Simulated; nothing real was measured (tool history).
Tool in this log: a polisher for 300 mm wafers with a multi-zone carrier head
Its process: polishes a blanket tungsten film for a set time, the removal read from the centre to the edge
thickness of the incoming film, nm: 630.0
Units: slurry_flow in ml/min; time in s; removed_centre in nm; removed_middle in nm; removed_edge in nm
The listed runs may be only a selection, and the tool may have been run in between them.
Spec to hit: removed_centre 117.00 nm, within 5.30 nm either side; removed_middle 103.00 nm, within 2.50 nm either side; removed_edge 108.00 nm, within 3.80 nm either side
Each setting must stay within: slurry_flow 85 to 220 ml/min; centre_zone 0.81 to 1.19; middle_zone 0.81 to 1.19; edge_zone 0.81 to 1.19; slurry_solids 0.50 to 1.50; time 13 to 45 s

run 1 hour=0.0 | slurry_flow=140 centre_zone=1.00 middle_zone=1.00 edge_zone=1.00 slurry_solids=1.00 time=29 | removed_centre=192.22 removed_middle=198.13 removed_edge=195.71
run 2 hour=1.6 | slurry_flow=135 centre_zone=1.00 middle_zone=0.98 edge_zone=0.98 slurry_solids=0.95 time=28 | removed_centre=183.53 removed_middle=186.81 removed_edge=184.36
run 3 hour=5.1 | slurry_flow=135 centre_zone=0.92 middle_zone=0.98 edge_zone=0.98 slurry_solids=0.95 time=28 | removed_centre=166.82 removed_middle=185.35 removed_edge=185.46
run 4 hour=12.5 | slurry_flow=135 centre_zone=1.00 middle_zone=0.98 edge_zone=0.98 slurry_solids=0.95 time=28 | removed_centre=184.72 removed_middle=188.04 removed_edge=182.82
run 5 hour=14.0 | slurry_flow=135 centre_zone=1.00 middle_zone=0.92 edge_zone=0.98 slurry_solids=0.95 time=28 | removed_centre=181.25 removed_middle=174.24 removed_edge=183.84
run 6 hour=16.5 | slurry_flow=130 centre_zone=1.00 middle_zone=0.91 edge_zone=0.96 slurry_solids=0.90 time=27 | removed_centre=170.65 removed_middle=166.15 removed_edge=173.63
run 7 hour=18.2 | slurry_flow=130 centre_zone=1.01 middle_zone=0.90 edge_zone=0.95 slurry_solids=0.85 time=26 | removed_centre=169.49 removed_middle=157.48 removed_edge=164.86
run 8 hour=22.5 | slurry_flow=125 centre_zone=1.01 middle_zone=0.89 edge_zone=0.94 slurry_solids=0.80 time=25 | removed_centre=157.05 removed_middle=145.84 removed_edge=153.41
run 9 hour=23.3 | slurry_flow=120 centre_zone=1.01 middle_zone=0.88 edge_zone=0.93 slurry_solids=0.75 time=24 | removed_centre=148.16 removed_middle=138.02 removed_edge=149.31
run 10 hour=28.5 | slurry_flow=120 centre_zone=1.01 middle_zone=0.88 edge_zone=0.92 slurry_solids=0.70 time=23 | removed_centre=140.25 removed_middle=129.71 removed_edge=138.99

Exactly one of the 5 candidate moves below puts every result within its allowed miss. Which one?
run A hour=33.7 | slurry_flow=135 centre_zone=0.96 middle_zone=0.81 edge_zone=0.84 slurry_solids=0.50 time=21 | removed_centre=? removed_middle=? removed_edge=?
run B hour=33.7 | slurry_flow=85 centre_zone=1.06 middle_zone=0.87 edge_zone=0.86 slurry_solids=0.55 time=20 | removed_centre=? removed_middle=? removed_edge=?
run C hour=33.7 | slurry_flow=145 centre_zone=0.95 middle_zone=0.97 edge_zone=0.88 slurry_solids=0.60 time=19 | removed_centre=? removed_middle=? removed_edge=?
run D hour=33.7 | slurry_flow=120 centre_zone=1.04 middle_zone=0.90 edge_zone=0.96 slurry_solids=0.50 time=20 | removed_centre=? removed_middle=? removed_edge=?
run E hour=33.7 | slurry_flow=140 centre_zone=1.19 middle_zone=0.87 edge_zone=0.83 slurry_solids=0.90 time=20 | removed_centre=? removed_middle=? removed_edge=?

move=A removed_centre=114.64 removed_middle=106.11 removed_edge=114.60
move=B removed_centre=113.64 removed_middle=101.76 removed_edge=106.84
move=C removed_centre=106.97 removed_middle=115.88 removed_edge=109.54
move=D removed_centre=116.26 removed_middle=108.36 removed_edge=114.56
move=E removed_centre=150.91 removed_middle=119.03 removed_edge=120.47
A: closes in on the targets versus the last run, not all within tolerance yet
B: meets every target
C: closes in on the targets versus the last run, not all within tolerance yet
D: closes in on the targets versus the last run, not all within tolerance yet
E: closes in on the targets versus the last run, not all within tolerance yet
Go with B: it meets all targets.
